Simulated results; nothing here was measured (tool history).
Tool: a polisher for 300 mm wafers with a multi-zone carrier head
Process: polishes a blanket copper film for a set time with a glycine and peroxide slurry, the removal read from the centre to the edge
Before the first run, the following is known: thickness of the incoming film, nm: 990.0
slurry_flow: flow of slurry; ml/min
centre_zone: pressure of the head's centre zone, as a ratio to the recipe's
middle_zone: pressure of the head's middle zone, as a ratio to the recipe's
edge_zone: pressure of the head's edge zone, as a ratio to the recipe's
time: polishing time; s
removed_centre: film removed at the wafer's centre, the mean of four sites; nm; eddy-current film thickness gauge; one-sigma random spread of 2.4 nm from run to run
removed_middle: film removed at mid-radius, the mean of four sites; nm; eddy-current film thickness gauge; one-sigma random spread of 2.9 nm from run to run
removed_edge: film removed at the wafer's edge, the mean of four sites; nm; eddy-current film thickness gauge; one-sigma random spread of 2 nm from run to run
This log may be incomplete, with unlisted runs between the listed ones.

run	day	slurry_flow	centre_zone	middle_zone	edge_zone	time	removed_centre	removed_middle	removed_edge
1	0	240	1	1	1	59	379.11	386.78	386.87
2	0.3	240	1	1	0.94	59	387.05	380.05	374.4
3	0.558	235	0.97	1.01	0.94	55	347.49	368.5	349.01
4	0.854	235	0.97	1.01	0.94	50	321.34	328.53	314.52
5	1.088	225	0.95	1.02	0.96	47	296.97	308.72	299.81
6	1.433	220	0.93	1.04	0.98	44	266.82	296.78	281.5
7	1.542	215	0.91	1.04	0.99	42	250.88	282.87	266.11
8	1.65	210	0.9	1.05	1	41	243.11	275.32	265.36
9	1.746	205	0.89	1.06	1.01	40	232.96	263.93	262.38
10	1.9	175	0.81	1.16	0.94	31	155.75	223.9	190.83
11	1.962	185	0.81	1.16	0.96	31	160.57	222.75	195.2
12	2.025	190	0.81	1.16	0.97	31	161.31	223.25	195.52
13	2.146	190	0.81	1.16	0.98	32	168.21	232.69	202.71
14	2.367	190	0.81	1.16	0.99	32	162.57	231.54	206.55

Predict the results of run 15:
15	2.492	195	0.81	1.16	0.99	32	?	?	?

For run 15 the tool returned removed_centre 164.39 nm, removed_middle 228.56 nm, removed_edge 203.47 nm.
